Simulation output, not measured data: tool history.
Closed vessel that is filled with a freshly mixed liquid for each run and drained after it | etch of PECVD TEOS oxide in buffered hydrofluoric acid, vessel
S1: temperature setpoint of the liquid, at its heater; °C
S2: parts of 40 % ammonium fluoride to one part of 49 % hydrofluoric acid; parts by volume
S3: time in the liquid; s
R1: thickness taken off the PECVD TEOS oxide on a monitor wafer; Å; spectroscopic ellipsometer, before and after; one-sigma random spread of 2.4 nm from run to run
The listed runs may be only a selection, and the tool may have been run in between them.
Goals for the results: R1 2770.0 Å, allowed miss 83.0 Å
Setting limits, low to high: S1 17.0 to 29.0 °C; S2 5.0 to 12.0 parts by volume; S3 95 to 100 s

run 1 day=0.000 | S1=21.0 S2=7.0 S3=95 | R1=2137.7
run 2 day=0.121 | S1=22.0 S2=7.0 S3=95 | R1=2246.9
run 3 day=0.296 | S1=22.0 S2=7.0 S3=100 | R1=2356.7
run 4 day=0.462 | S1=22.0 S2=9.0 S3=100 | R1=1788.2
run 5 day=0.533 | S1=22.0 S2=8.0 S3=100 | R1=2036.6
run 6 day=0.733 | S1=23.5 S2=8.0 S3=100 | R1=2209.8
run 7 day=0.817 | S1=24.5 S2=8.0 S3=100 | R1=2332.7
run 8 day=1.192 | S1=25.5 S2=8.0 S3=100 | R1=2462.3

Which single option among these 4 for the next run brings every result within its allowed miss of target? Just one does.
run A day=1.567 | S1=28.5 S2=8.0 S3=95 | R1=?
run B day=1.567 | S1=25.0 S2=7.5 S3=100 | R1=?
run C day=1.567 | S1=26.0 S2=7.5 S3=95 | R1=?
run D day=1.567 | S1=23.5 S2=6.5 S3=95 | R1=?

move=A R1=2718.4
move=B R1=2544.3
move=C R1=2551.0
move=D R1=2559.4
A: hits every target within its allowed miss
B: better than the last run, though not everything is in spec
C: better than the last run, though not everything is in spec
D: better than the last run, though not everything is in spec
The right move is A.
